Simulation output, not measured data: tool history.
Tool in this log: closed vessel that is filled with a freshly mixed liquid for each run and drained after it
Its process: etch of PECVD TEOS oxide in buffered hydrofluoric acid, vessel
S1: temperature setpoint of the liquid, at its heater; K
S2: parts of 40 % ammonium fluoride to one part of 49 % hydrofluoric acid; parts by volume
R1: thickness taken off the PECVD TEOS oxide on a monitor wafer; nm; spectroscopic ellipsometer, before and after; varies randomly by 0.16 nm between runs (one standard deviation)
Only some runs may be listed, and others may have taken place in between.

run 1 day=0 | S1=295.15 S2=21 time_in_the_liquid_(s)=30 | R1=35.419
run 2 day=0.3 | S1=294.65 S2=21.5 time_in_the_liquid_(s)=30 | R1=33.76
run 3 day=0.583 | S1=294.15 S2=21.5 time_in_the_liquid_(s)=30 | R1=32.777
run 4 day=0.746 | S1=294.15 S2=21.5 time_in_the_liquid_(s)=30 | R1=32.644
run 5 day=0.933 | S1=293.65 S2=21.5 time_in_the_liquid_(s)=30 | R1=31.921
run 6 day=1.025 | S1=293.65 S2=18 time_in_the_liquid_(s)=30 | R1=36.907
run 7 day=1.288 | S1=293.15 S2=18.5 time_in_the_liquid_(s)=30 | R1=35.219
run 8 day=1.642 | S1=292.65 S2=19 time_in_the_liquid_(s)=30 | R1=33.706
run 9 day=1.971 | S1=292.15 S2=19.5 time_in_the_liquid_(s)=30 | R1=31.659
run 10 day=2.329 | S1=292.15 S2=20 time_in_the_liquid_(s)=30 | R1=31.104
run 11 day=2.492 | S1=292.15 S2=20.5 time_in_the_liquid_(s)=30 | R1=30.221
run 12 day=2.783 | S1=291.15 S2=21.5 time_in_the_liquid_(s)=30 | R1=27.672

Run 13 is up next; what results do you expect?
run 13 day=3.079 | S1=290.65 S2=22.5 time_in_the_liquid_(s)=30 | R1=?

{"run 13": {"R1": 26.279}}

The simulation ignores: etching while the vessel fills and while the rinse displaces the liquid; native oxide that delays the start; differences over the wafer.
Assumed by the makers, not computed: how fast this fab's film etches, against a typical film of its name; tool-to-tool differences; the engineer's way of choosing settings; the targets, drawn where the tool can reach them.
